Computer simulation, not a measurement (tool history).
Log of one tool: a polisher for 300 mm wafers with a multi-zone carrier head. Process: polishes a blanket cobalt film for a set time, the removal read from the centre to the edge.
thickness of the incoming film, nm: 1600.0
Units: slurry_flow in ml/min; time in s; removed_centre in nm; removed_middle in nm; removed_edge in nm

run,day,slurry_flow,centre_zone,middle_zone,edge_zone,time,removed_centre,removed_middle,removed_edge
1,0,225,1,1,1,54,347.78,371.81,365.36
2,0.354,275,1,1,1,54,359.62,378.53,381.08
3,0.446,320,1,1,1,54,351.76,387.26,371.18
4,0.658,320,1.02,0.97,0.97,46,308.94,312.82,312.25
5,0.958,325,1.03,0.96,0.94,41,281.38,283.74,286.45
6,1.246,330,1.06,0.96,0.91,37,258.8,259.88,253.08
7,1.612,290,1.12,0.86,0.81,30,215.8,187.91,193.05
8,1.775,300,1.12,0.87,0.82,30,225.2,188.04,194.81
9,2.008,305,1.11,0.88,0.82,30,220.63,191.32,196.33
10,2.196,310,1.11,0.89,0.82,30,219.66,192.89,196.86
11,2.238,310,1.11,0.9,0.83,30,220.02,192.99,193.51
12,2.467,315,1.11,0.9,0.84,30,225.29,196.28,195.22
# day 2.729: centre zone pressure recalibrated
13,2.729,315,1.1,0.9,0.85,30,240.82,196.62,198.1
14,2.95,310,1.09,0.9,0.85,30,232.59,195.96,195.33
15,3.075,310,1.1,0.9,0.84,30,235.8,194.87,198.63
16,3.254,320,1.12,0.89,0.83,31,249.29,200.69,199.49

Forecast run 17:
17,3.625,315,1.12,0.9,0.83,31,?,?,?

removed_centre: 250.13 nm
removed_middle: 203.56 nm
removed_edge: 200.16 nm

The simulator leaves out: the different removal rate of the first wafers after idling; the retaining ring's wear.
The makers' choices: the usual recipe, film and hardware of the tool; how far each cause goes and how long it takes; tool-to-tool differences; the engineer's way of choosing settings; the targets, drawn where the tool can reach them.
